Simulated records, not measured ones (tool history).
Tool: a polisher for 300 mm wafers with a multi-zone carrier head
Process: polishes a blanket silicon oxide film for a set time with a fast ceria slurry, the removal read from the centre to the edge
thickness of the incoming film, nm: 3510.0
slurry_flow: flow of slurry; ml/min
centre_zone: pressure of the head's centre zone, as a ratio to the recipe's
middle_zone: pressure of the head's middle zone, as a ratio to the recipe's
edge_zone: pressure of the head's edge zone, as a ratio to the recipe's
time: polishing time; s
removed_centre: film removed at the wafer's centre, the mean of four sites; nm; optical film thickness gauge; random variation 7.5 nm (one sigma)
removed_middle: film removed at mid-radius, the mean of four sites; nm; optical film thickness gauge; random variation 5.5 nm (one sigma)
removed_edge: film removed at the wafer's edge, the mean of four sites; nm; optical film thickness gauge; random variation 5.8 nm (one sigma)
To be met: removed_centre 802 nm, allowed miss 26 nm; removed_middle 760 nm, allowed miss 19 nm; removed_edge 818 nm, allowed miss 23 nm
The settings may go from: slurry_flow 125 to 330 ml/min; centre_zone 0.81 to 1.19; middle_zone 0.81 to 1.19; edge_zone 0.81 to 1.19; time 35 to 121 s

run    day  slurry_flow  centre_zone  middle_zone  edge_zone  time  removed_centre  removed_middle  removed_edge
  1      0          210            1            1          1    78          692.12           679.2        683.98
  2  0.371          210            1         1.07          1    78          699.36          723.31        678.58
  3  0.521          210            1         1.07       1.07    78          705.13          709.55        701.58
  4  0.729          210            1         1.14       1.07    78          711.45          764.23         706.4
  5  1.067          210            1         1.14       1.07    67          613.01          659.78        603.08
  6  1.142          210            1         1.14       1.11    67          614.29          647.59         615.2
  7  1.408          215            1         1.13       1.13    71          646.39          689.62        668.44
  8  1.638          275         1.09         1.03       1.19    80          802.85          740.15        789.12
  9  1.971          280         1.08         1.03       1.19    81          804.29          751.53        805.63
 10  2.046          280         1.08         1.03       1.19    81          814.56          743.03        799.61
 11  2.133          280         1.07         1.03       1.19    81             793          750.56        793.58

4 next moves are on the table. One of them brings every result within its allowed miss. Which?
  A  2.221          275         1.06         1.03       1.16    80               ?               ?             ?
  B  2.221          210         1.06         1.03       1.19    85               ?               ?             ?
  C  2.221          180         1.16         1.05       1.09    86               ?               ?             ?
  D  2.221          250         1.11         1.06       1.12    80               ?               ?             ?

move  removed_centre  removed_middle  removed_edge
   A          783.61          732.83         770.2
   B          800.89          751.82         807.1
   C          839.57          753.53        768.23
   D          799.67          742.51        750.72
A: further off than the last run
B: meets every target
C: further off than the last run
D: further off than the last run
Move B is the one to make.
